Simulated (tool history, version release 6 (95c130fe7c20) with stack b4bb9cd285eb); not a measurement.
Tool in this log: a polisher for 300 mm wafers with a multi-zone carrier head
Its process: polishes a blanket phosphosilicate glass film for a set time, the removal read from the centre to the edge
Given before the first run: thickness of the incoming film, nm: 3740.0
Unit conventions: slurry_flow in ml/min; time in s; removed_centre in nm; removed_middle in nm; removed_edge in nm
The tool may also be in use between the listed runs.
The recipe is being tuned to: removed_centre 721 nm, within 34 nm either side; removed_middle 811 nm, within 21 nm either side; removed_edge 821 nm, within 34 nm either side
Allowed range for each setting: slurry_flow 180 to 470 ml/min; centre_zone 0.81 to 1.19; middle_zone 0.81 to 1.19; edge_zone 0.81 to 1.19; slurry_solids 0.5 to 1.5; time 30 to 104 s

run	hour	slurry_flow	centre_zone	middle_zone	edge_zone	slurry_solids	time	removed_centre	removed_middle	removed_edge
1	0	300	1	1	1	1	67	634.94	653.15	659.05
2	2.9	300	1	1.04	1	1	67	644.08	662.28	654.24
3	4.2	250	1	1.04	1	1	67	621.03	661.01	647.6
4	6.6	250	1	1.04	1	0.85	67	602.61	613.17	601.95
5	12.9	255	1	1.05	1.02	0.95	67	628.45	646.09	642.32
6	17.2	255	1	1.09	1.02	0.95	67	606.39	675.27	642.27
7	19.4	260	1.01	1.1	1.05	1	67	646.94	692	654.3
8	21.1	260	1	1.09	1.06	1.05	67	633.29	703.54	676.4
9	26.8	265	1	1.09	1.08	1.1	67	661.83	720.53	711.67
10	32.7	270	1	1.1	1.1	1.15	67	682.23	735.87	725.35
11	34.8	270	0.99	1.1	1.11	1.2	67	695.12	744.65	743.62

Which one of the following 4 next-run settings gets every result inside its allowed miss? There is exactly one.
A	36.9	220	1	1.15	1.14	1.2	67	?	?	?
B	36.9	225	0.95	1.07	1.1	1.15	77	?	?	?
C	36.9	315	1.08	1.06	1.11	1.5	67	?	?	?
D	36.9	190	1.02	1.08	1.11	1.45	66	?	?	?

move	removed_centre	removed_middle	removed_edge
A	672.79	765.44	723.21
B	722.58	814.3	803.8
C	823.11	805.32	799.67
D	715.02	757.37	748.78
A: moves toward the targets from the last run without getting all of them in spec
B: meets every target
C: brings the last run's worst result on target, with another outside its allowed miss
D: moves toward the targets from the last run without getting all of them in spec
Correct choice: B, which meets every target
